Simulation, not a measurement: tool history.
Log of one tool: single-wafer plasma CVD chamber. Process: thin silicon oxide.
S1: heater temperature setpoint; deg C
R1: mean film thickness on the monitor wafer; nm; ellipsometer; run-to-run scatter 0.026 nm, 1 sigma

run 1 hour=0 | S1=390 chamber_pressure_(mTorr)=708 RF_power_(W)=220 deposition_time_(s)=10.91 | R1=16.484
run 2 hour=4.4 | S1=390 chamber_pressure_(mTorr)=658 RF_power_(W)=220 deposition_time_(s)=10.91 | R1=15.774
run 3 hour=11.7 | S1=390 chamber_pressure_(mTorr)=615 RF_power_(W)=220 deposition_time_(s)=10.91 | R1=15.118
run 4 hour=20 | S1=390 chamber_pressure_(mTorr)=615 RF_power_(W)=230 deposition_time_(s)=10.91 | R1=15.416
run 5 hour=27.6 | S1=390 chamber_pressure_(mTorr)=615 RF_power_(W)=230 deposition_time_(s)=10.91 | R1=15.499
run 6 hour=36.5 | S1=390 chamber_pressure_(mTorr)=680 RF_power_(W)=230 deposition_time_(s)=10.91 | R1=16.442
run 7 hour=43.7 | S1=390 chamber_pressure_(mTorr)=616 RF_power_(W)=225 deposition_time_(s)=10.91 | R1=15.257

What will run 8 give?
run 8 hour=50.8 | S1=390 chamber_pressure_(mTorr)=616 RF_power_(W)=225 deposition_time_(s)=10.91 | R1=?

Run 8 yielded R1 15.231 nm.
